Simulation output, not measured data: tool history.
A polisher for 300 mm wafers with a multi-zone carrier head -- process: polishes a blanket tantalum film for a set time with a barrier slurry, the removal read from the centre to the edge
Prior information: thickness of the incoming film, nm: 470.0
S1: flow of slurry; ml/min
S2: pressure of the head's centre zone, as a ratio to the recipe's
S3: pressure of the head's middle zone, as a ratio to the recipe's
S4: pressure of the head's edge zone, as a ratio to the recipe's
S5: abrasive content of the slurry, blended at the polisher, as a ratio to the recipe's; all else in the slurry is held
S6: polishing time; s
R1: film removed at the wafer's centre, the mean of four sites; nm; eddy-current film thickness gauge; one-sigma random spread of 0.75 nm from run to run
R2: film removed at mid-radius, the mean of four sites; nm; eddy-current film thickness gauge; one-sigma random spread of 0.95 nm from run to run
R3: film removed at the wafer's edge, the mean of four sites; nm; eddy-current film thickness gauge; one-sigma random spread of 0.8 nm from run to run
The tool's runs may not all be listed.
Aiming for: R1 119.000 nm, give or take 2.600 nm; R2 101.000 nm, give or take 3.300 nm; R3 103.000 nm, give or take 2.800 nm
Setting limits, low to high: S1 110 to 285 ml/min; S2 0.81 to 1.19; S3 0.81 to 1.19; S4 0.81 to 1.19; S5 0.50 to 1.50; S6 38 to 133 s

Run 1, hour 0.0: S1 180 ml/min, S2 1.00, S3 1.00, S4 1.00, S5 1.00, S6 85 s. Result: R1 121.110 nm, R2 118.050 nm, R3 118.010 nm.
Run 2, hour 5.1: S1 170 ml/min, S2 1.01, S3 0.98, S4 0.97, S5 1.00, S6 85 s. Result: R1 122.500 nm, R2 114.960 nm, R3 115.920 nm.
Run 3, hour 13.3: S1 160 ml/min, S2 1.01, S3 0.97, S4 0.94, S5 0.95, S6 85 s. Result: R1 121.650 nm, R2 112.550 nm, R3 112.310 nm.
Run 4, hour 15.5: S1 155 ml/min, S2 1.01, S3 0.96, S4 0.92, S5 0.90, S6 85 s. Result: R1 117.280 nm, R2 107.940 nm, R3 108.570 nm.
Run 5, hour 21.5: S1 155 ml/min, S2 1.01, S3 0.96, S4 0.92, S5 0.90, S6 70 s. Result: R1 96.631 nm, R2 87.958 nm, R3 90.668 nm.
Run 6, hour 25.7: S1 175 ml/min, S2 1.03, S3 0.97, S4 0.94, S5 0.90, S6 70 s. Result: R1 100.330 nm, R2 91.151 nm, R3 93.390 nm.
Run 7, hour 33.2: S1 190 ml/min, S2 1.05, S3 0.97, S4 0.95, S5 0.90, S6 70 s. Result: R1 102.840 nm, R2 93.007 nm, R3 93.768 nm.
Run 8, hour 37.5: S1 200 ml/min, S2 1.07, S3 0.97, S4 0.97, S5 0.90, S6 70 s. Result: R1 105.990 nm, R2 91.258 nm, R3 94.537 nm.
Run 9, hour 38.8: S1 210 ml/min, S2 1.08, S3 0.98, S4 0.99, S5 0.90, S6 70 s. Result: R1 109.460 nm, R2 93.990 nm, R3 95.729 nm.
Run 10, hour 47.1: S1 220 ml/min, S2 1.09, S3 0.99, S4 1.01, S5 0.90, S6 70 s. Result: R1 109.230 nm, R2 96.390 nm, R3 96.672 nm.
Run 11, hour 47.6: S1 225 ml/min, S2 1.10, S3 0.99, S4 1.03, S5 0.90, S6 70 s. Result: R1 111.690 nm, R2 95.629 nm, R3 98.243 nm.
Run 12, hour 55.3: S1 225 ml/min, S2 1.10, S3 0.99, S4 1.03, S5 0.90, S6 70 s. Result: R1 111.310 nm, R2 95.122 nm, R3 98.072 nm.
Run 13, hour 61.0: S1 235 ml/min, S2 1.11, S3 0.99, S4 1.04, S5 0.90, S6 70 s. Result: R1 113.090 nm, R2 95.532 nm, R3 99.310 nm.
Run 14, hour 68.1: S1 240 ml/min, S2 1.11, S3 1.00, S4 1.05, S5 0.90, S6 70 s. Result: R1 113.180 nm, R2 97.231 nm, R3 98.348 nm.
Run 15, hour 73.6: S1 245 ml/min, S2 1.11, S3 1.00, S4 1.06, S5 0.90, S6 70 s. Result: R1 111.590 nm, R2 97.853 nm, R3 99.790 nm.

Pick the move, out of 5, that brings all results within their allowed miss; only one does.
Run A, hour 79.1: S1 260 ml/min, S2 1.04, S3 0.95, S4 1.01, S5 0.95, S6 67 s. Result: R1 ?, R2 ?, R3 ?.
Run B, hour 79.1: S1 260 ml/min, S2 1.02, S3 1.05, S4 1.00, S5 0.85, S6 71 s. Result: R1 ?, R2 ?, R3 ?.
Run C, hour 79.1: S1 250 ml/min, S2 1.13, S3 0.91, S4 0.88, S5 0.50, S6 94 s. Result: R1 ?, R2 ?, R3 ?.
Run D, hour 79.1: S1 250 ml/min, S2 1.11, S3 0.98, S4 1.02, S5 0.90, S6 73 s. Result: R1 ?, R2 ?, R3 ?.
Run E, hour 79.1: S1 255 ml/min, S2 1.03, S3 0.95, S4 1.19, S5 1.00, S6 64 s. Result: R1 ?, R2 ?, R3 ?.

move       R1       R2       R3
   A  103.080   90.514   96.199
   B  103.500  100.790   97.894
   C  122.520   95.514   99.726
   D  117.430   99.112  103.150
   E   98.783   87.597  100.100
A: misses by more than the last run did
B: misses by more than the last run did
C: takes the result that was furthest off past its target
D: in spec on every target
E: misses by more than the last run did
Correct choice: D, which meets every target
